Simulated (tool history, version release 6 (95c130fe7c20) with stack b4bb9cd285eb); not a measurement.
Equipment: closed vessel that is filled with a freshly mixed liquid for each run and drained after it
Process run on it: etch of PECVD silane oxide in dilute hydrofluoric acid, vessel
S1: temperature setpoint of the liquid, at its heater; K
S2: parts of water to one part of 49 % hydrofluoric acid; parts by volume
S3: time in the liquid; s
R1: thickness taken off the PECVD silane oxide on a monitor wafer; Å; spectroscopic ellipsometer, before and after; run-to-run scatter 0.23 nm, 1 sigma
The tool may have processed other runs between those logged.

Run 1, hour 0: S1 293.15 K, S2 90 parts by volume, S3 185 s. Result: R1 313.38 Å.
Run 2, hour 9: S1 293.15 K, S2 90 parts by volume, S3 195 s. Result: R1 326.87 Å.
Run 3, hour 17.7: S1 293.65 K, S2 90 parts by volume, S3 195 s. Result: R1 335.55 Å.
Run 4, hour 18.3: S1 294.15 K, S2 90 parts by volume, S3 195 s. Result: R1 342.33 Å.
Run 5, hour 26.1: S1 294.15 K, S2 90 parts by volume, S3 195 s. Result: R1 340.69 Å.
Run 6, hour 26.7: S1 295.65 K, S2 90 parts by volume, S3 195 s. Result: R1 363.86 Å.
At hour 29.1: thermometer replaced.
Run 7, hour 29.1: S1 295.15 K, S2 90 parts by volume, S3 195 s. Result: R1 324.77 Å.
Run 8, hour 33.5: S1 294.65 K, S2 90 parts by volume, S3 195 s. Result: R1 320.66 Å.
Run 9, hour 39.8: S1 294.65 K, S2 85 parts by volume, S3 195 s. Result: R1 340.72 Å.
Run 10, hour 46.9: S1 295.15 K, S2 85 parts by volume, S3 195 s. Result: R1 345 Å.

Run 11 has not been measured yet. What should we expect?
Run 11, hour 48.8: S1 295.15 K, S2 80 parts by volume, S3 195 s. Result: R1 ?.

{"run 11": {"R1": 367.04}}
